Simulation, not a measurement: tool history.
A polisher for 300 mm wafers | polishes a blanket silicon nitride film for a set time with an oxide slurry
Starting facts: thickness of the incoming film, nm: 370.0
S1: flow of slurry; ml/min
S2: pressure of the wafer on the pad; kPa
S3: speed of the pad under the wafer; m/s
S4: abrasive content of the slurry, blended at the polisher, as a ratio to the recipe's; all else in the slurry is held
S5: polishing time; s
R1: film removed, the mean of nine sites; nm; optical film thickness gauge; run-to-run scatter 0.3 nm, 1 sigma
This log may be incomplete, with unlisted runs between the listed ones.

| run | day | S1 | S2 | S3 | S4 | S5 | R1 |
|---|---|---|---|---|---|---|---|
| 1 | 0 | 150 | 17.9 | 1.28 | 1 | 108 | 56.325 |
| 2 | 0.142 | 145 | 16.5 | 1.28 | 1 | 108 | 52.558 |
| 3 | 0.175 | 145 | 16.5 | 1.28 | 0.85 | 108 | 49.886 |
| 4 | 0.246 | 145 | 16.5 | 1.28 | 0.85 | 113 | 52.664 |
| 5 | 0.417 | 145 | 16.5 | 1.28 | 0.65 | 113 | 48.347 |
| 6 | 0.554 | 145 | 15.2 | 1.28 | 0.65 | 113 | 44.874 |
| 7 | 0.671 | 145 | 14.5 | 1.28 | 0.65 | 113 | 43.407 |
| 8 | 0.892 | 145 | 14.5 | 1.28 | 0.65 | 113 | 42.467 |
| 9 | 0.962 | 125 | 10.3 | 1.26 | 0.65 | 113 | 30.642 |
| 10 | 1.075 | 130 | 10.3 | 1.26 | 0.65 | 113 | 30.478 |
| 11 | 1.333 | 140 | 12.4 | 1.26 | 0.65 | 113 | 36.441 |
| 12 | 1.554 | 135 | 12.4 | 1.26 | 0.65 | 113 | 36.269 |
| 13 | 1.692 | 135 | 12.4 | 1.26 | 0.65 | 113 | 36.025 |
| 14 | 1.862 | 130 | 12.4 | 1.26 | 0.65 | 113 | 35.474 |
|  | 2.042 | slurry blender recalibrated |
| 15 | 2.042 | 125 | 12.4 | 1.26 | 0.65 | 113 | 39.271 |
| 16 | 2.312 | 130 | 12.4 | 1.26 | 0.65 | 113 | 39.576 |
| 17 | 2.396 | 130 | 12.4 | 1.26 | 0.65 | 113 | 39.352 |
| 18 | 2.442 | 135 | 12.4 | 1.26 | 0.65 | 113 | 39.876 |
| 19 | 2.604 | 130 | 11.7 | 1.26 | 0.65 | 113 | 38.089 |
| 20 | 2.938 | 130 | 11.7 | 1.26 | 0.65 | 113 | 37.47 |

What will run 21 give?
| 21 | 3.312 | 135 | 11.7 | 1.26 | 0.65 | 113 | ? |

Run 21 came out at R1 38.083 nm.

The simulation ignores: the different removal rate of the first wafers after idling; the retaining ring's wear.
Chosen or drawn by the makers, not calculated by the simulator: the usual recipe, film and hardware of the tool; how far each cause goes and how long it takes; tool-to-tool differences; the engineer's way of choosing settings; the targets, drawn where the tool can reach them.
